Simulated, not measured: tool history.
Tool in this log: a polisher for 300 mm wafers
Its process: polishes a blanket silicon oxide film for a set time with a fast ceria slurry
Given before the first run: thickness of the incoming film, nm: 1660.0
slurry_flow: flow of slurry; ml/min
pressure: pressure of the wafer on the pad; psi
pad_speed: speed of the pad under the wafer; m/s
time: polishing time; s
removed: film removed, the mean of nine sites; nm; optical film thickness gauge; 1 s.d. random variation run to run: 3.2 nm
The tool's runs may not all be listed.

run	hour	slurry_flow	pressure	pad_speed	time	removed
1	0.0	240	1.8	1.06	54	651.41
2	5.8	260	1.8	1.06	54	654.08
3	9.5	260	2.0	1.06	54	732.42
4	11.3	260	1.8	1.04	54	648.80
5	17.4	260	1.8	0.84	54	510.81
6	21.5	260	1.7	0.84	54	490.34
7	25.2	255	1.2	0.82	54	341.67

Forecast run 8:
8	32.2	250	1.1	0.82	54	?

{"run 8": {"removed": 312.81}}
